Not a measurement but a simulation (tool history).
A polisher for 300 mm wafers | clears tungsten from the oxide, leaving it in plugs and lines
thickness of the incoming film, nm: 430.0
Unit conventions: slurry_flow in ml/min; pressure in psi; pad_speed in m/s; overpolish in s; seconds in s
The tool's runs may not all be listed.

{"run": 1, "hour": 0.0, "slurry_flow": 220, "pressure": 3.1, "pad_speed": 1.2, "slurry_solids": 1, "overpolish": 16, "seconds": 91.069}
{"run": 2, "hour": 4.5, "slurry_flow": 220, "pressure": 3.1, "pad_speed": 1.2, "slurry_solids": 0.85, "overpolish": 16, "seconds": 97.796}
{"run": 3, "hour": 11.8, "slurry_flow": 220, "pressure": 2.7, "pad_speed": 1.18, "slurry_solids": 0.85, "overpolish": 16, "seconds": 117.89}
{"run": 4, "hour": 16.4, "slurry_flow": 220, "pressure": 2.7, "pad_speed": 1.46, "slurry_solids": 0.85, "overpolish": 16, "seconds": 95.198}
{"run": 5, "hour": 23.1, "slurry_flow": 220, "pressure": 2.4, "pad_speed": 1.42, "slurry_solids": 0.85, "overpolish": 16, "seconds": 110.1}
{"run": 6, "hour": 30.4, "slurry_flow": 220, "pressure": 2.4, "pad_speed": 1.42, "slurry_solids": 0.85, "overpolish": 18, "seconds": 110.04}
{"run": 7, "hour": 34.3, "slurry_flow": 220, "pressure": 2.4, "pad_speed": 1.42, "slurry_solids": 0.85, "overpolish": 18, "seconds": 113.46}
{"run": 8, "hour": 41.7, "slurry_flow": 220, "pressure": 2.2, "pad_speed": 1.4, "slurry_solids": 0.85, "overpolish": 18, "seconds": 117.47}
{"run": 9, "hour": 49.7, "slurry_flow": 220, "pressure": 2, "pad_speed": 1.34, "slurry_solids": 0.85, "overpolish": 18, "seconds": 138.62}
{"run": 10, "hour": 54.1, "slurry_flow": 220, "pressure": 1.9, "pad_speed": 1.34, "slurry_solids": 0.85, "overpolish": 18, "seconds": 147.4}

Run 11 comes next. What will it give?
{"run": 11, "hour": 57.4, "slurry_flow": 220, "pressure": 1.8, "pad_speed": 1.34, "slurry_solids": 0.85, "overpolish": 18, "seconds": "?"}

Logged for run 11: seconds 155.97 s.
